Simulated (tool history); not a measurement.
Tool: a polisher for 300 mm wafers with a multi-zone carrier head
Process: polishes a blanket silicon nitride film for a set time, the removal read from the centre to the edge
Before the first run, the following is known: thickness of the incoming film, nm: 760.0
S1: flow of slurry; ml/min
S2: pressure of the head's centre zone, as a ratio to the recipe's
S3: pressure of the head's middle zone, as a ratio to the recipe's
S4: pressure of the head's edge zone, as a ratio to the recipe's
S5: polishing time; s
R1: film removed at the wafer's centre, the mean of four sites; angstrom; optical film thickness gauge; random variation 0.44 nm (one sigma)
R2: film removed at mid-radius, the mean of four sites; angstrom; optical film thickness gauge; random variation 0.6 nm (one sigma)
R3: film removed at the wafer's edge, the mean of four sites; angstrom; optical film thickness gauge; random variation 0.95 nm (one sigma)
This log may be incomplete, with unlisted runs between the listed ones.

| run | hour | S1 | S2 | S3 | S4 | S5 | R1 | R2 | R3 |
|---|---|---|---|---|---|---|---|---|---|
| 1 | 0 | 280 | 1 | 1 | 1 | 40 | 534.62 | 525.81 | 513.43 |
| 2 | 6.6 | 220 | 1 | 1 | 1 | 40 | 518.77 | 515.45 | 499.1 |
| 3 | 10.4 | 230 | 1.01 | 1.01 | 1.02 | 41 | 534.48 | 524.85 | 523.91 |
| 4 | 15.1 | 240 | 1.02 | 1.02 | 1.03 | 42 | 556.28 | 558.44 | 530.22 |
| 5 | 19.3 | 240 | 0.94 | 1.02 | 1.03 | 42 | 511.81 | 560.42 | 533.4 |
| 6 | 22.1 | 240 | 0.87 | 1.02 | 1.03 | 42 | 480.68 | 550.38 | 531.15 |

Run 7 comes next. What will it give?
| 7 | 26 | 250 | 0.89 | 1.02 | 1.05 | 43 | ? | ? | ? |

{"run 7": {"R1": 507.53, "R2": 575.33, "R3": 551.47}}

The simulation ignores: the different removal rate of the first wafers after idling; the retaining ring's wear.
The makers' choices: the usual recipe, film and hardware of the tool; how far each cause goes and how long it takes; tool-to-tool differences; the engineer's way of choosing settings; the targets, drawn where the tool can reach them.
